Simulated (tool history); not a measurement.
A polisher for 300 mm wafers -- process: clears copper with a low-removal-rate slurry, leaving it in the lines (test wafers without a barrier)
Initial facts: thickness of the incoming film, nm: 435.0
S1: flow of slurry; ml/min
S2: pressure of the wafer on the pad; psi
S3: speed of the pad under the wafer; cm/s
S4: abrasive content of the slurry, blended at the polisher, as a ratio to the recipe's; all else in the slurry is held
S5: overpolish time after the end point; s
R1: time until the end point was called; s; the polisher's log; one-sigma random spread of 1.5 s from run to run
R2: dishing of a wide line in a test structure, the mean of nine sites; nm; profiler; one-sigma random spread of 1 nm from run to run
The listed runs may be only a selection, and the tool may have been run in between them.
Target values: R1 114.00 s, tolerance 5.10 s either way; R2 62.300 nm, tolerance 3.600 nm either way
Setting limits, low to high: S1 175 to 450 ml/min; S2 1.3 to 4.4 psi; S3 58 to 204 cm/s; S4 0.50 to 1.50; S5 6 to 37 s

run 1 hour=0.0 | S1=290 S2=2.8 S3=130 S4=1.00 S5=19 | R1=142.63 R2=37.864
run 2 hour=0.7 | S1=290 S2=2.8 S3=104 S4=1.00 S5=19 | R1=178.64 R2=31.356
run 3 hour=4.8 | S1=290 S2=3.1 S3=104 S4=1.00 S5=21 | R1=160.52 R2=37.403
run 4 hour=13.6 | S1=290 S2=2.4 S3=104 S4=1.00 S5=21 | R1=205.42 R2=29.182
run 5 hour=21.8 | S1=290 S2=2.4 S3=104 S4=0.90 S5=21 | R1=210.22 R2=28.279
run 6 hour=24.1 | S1=290 S2=2.4 S3=104 S4=0.90 S5=25 | R1=209.92 R2=33.673
run 7 hour=29.0 | S1=290 S2=2.8 S3=104 S4=0.90 S5=25 | R1=181.32 R2=38.830
run 8 hour=30.3 | S1=290 S2=3.1 S3=104 S4=0.90 S5=25 | R1=161.98 R2=41.206
run 9 hour=37.2 | S1=290 S2=3.3 S3=104 S4=0.90 S5=26 | R1=156.90 R2=45.501
run 10 hour=43.4 | S1=290 S2=3.5 S3=104 S4=0.90 S5=26 | R1=146.27 R2=47.594
run 11 hour=48.4 | S1=290 S2=3.7 S3=104 S4=0.90 S5=26 | R1=136.23 R2=51.055
run 12 hour=56.6 | S1=290 S2=3.8 S3=104 S4=0.90 S5=26 | R1=134.45 R2=52.623
run 13 hour=57.7 | S1=290 S2=3.9 S3=104 S4=0.90 S5=26 | R1=132.61 R2=52.914
run 14 hour=66.5 | S1=290 S2=4.0 S3=104 S4=0.90 S5=26 | R1=127.11 R2=54.148
run 15 hour=71.5 | S1=290 S2=4.1 S3=104 S4=0.90 S5=26 | R1=125.33 R2=57.058
run 16 hour=73.7 | S1=290 S2=4.2 S3=104 S4=0.90 S5=26 | R1=122.66 R2=56.645
run 17 hour=77.9 | S1=290 S2=4.2 S3=104 S4=0.90 S5=26 | R1=123.21 R2=54.639
run 18 hour=85.7 | S1=290 S2=4.2 S3=104 S4=0.90 S5=26 | R1=123.37 R2=56.496
run 19 hour=88.1 | S1=290 S2=4.3 S3=104 S4=0.90 S5=26 | R1=117.66 R2=56.224
run 20 hour=95.6 | S1=290 S2=4.3 S3=104 S4=0.90 S5=27 | R1=118.75 R2=57.428

Below are 4 possible settings for the next run. Only one of them brings all results inside the allowed miss of their targets. Which is it?
run A hour=103.1 | S1=270 S2=4.3 S3=92 S4=0.85 S5=31 | R1=? R2=?
run B hour=103.1 | S1=220 S2=4.3 S3=110 S4=0.95 S5=28 | R1=? R2=?
run C hour=103.1 | S1=300 S2=4.1 S3=104 S4=0.90 S5=24 | R1=? R2=?
run D hour=103.1 | S1=305 S2=3.9 S3=124 S4=0.80 S5=25 | R1=? R2=?

move=A R1=134.97 R2=60.085
move=B R1=112.91 R2=63.699
move=C R1=123.47 R2=52.567
move=D R1=114.94 R2=57.282
A: brings the last run's worst result on target, with another outside its allowed miss
B: all results land within tolerance of their targets
C: lands further from the targets than the last run did
D: just as far off the targets as the last run
Answer: B
